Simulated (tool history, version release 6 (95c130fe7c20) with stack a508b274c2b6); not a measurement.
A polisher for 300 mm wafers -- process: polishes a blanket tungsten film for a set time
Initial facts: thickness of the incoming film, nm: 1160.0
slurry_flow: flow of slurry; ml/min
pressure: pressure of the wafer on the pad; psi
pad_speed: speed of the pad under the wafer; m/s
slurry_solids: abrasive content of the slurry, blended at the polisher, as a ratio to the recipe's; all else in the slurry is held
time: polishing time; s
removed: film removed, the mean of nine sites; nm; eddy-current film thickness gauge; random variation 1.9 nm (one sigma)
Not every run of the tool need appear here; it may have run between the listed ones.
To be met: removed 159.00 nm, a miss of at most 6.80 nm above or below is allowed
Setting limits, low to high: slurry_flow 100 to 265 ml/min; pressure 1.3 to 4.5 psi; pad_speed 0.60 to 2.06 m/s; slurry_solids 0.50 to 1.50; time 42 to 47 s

run,day,slurry_flow,pressure,pad_speed,slurry_solids,time,removed
1,0.000,170,2.9,1.32,1.00,47,213.04
2,0.029,170,2.9,1.32,1.00,42,188.43
3,0.362,170,2.9,1.52,1.00,42,205.66
4,0.721,170,2.9,1.80,1.00,42,234.01
5,1.050,170,2.8,1.80,1.00,42,229.57
6,1.396,170,2.7,1.80,1.00,42,217.63
7,1.725,170,2.6,1.80,1.00,42,210.31
8,1.954,170,2.5,1.80,1.00,42,206.23
9,2.246,170,2.4,1.80,1.00,42,192.11

Of the 4 settings listed for the next run, only one would bring every result within its allowed miss of target. Which one?
A,2.538,175,2.2,1.88,0.90,42,?
B,2.538,165,2.1,1.74,0.80,46,?
C,2.538,200,2.6,2.02,0.80,47,?
D,2.538,175,2.1,1.56,1.05,42,?

move,removed
A,177.84
B,168.43
C,240.75
D,156.22
A: closes in on the targets versus the last run, not all within tolerance yet
B: closes in on the targets versus the last run, not all within tolerance yet
C: moves away from the targets compared with the last run
D: hits every target within its allowed miss
Go with D: it meets all targets.
